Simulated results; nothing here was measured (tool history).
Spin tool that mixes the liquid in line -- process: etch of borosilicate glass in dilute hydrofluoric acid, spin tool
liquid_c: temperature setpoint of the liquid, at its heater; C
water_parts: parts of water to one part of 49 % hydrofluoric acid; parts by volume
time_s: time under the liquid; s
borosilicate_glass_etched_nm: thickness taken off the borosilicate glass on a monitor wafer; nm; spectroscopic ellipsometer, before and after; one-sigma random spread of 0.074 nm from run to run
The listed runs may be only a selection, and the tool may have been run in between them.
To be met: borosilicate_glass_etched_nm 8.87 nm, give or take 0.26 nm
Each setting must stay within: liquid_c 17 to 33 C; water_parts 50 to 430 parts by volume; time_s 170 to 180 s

run  hour  liquid_c  water_parts  time_s  borosilicate_glass_etched_nm
  1     0        25          240     170                        12.652
  2   1.6      24.5          240     170                        12.426
  3  10.5      26.5          240     170                        13.365
  4    16      25.5          240     170                        12.892
  5  17.4        27          240     170                        13.567
  6  22.7      25.5          240     170                        12.572
  7  28.2      24.5          240     170                        12.334
  8    34        24          240     170                        12.278
  9  36.4      23.5          245     170                         11.77
 10  44.6      23.5          245     170                         11.65
 11  50.2        23          245     170                        11.448
 12  52.1      22.5          245     170                        11.418
 13  56.3        22          245     170                        10.827
 14  57.2      21.5          245     170                        10.757

Pick the move, out of 5, that brings all results within their allowed miss; only one does.
  A  58.1      21.5          265     170                             ?
  B  58.1      22.5          280     170                             ?
  C  58.1      20.5          270     170                             ?
  D  58.1        19          265     170                             ?
  E  58.1      21.5          270     170                             ?

move  borosilicate_glass_etched_nm
   A                        9.8973
   B                        9.5739
   C                        9.3199
   D                        9.0205
   E                         9.668
A: better than the last run, though not everything is in spec
B: better than the last run, though not everything is in spec
C: better than the last run, though not everything is in spec
D: every result lands within tolerance
E: better than the last run, though not everything is in spec
So the answer is move D, the one that meets all the targets.

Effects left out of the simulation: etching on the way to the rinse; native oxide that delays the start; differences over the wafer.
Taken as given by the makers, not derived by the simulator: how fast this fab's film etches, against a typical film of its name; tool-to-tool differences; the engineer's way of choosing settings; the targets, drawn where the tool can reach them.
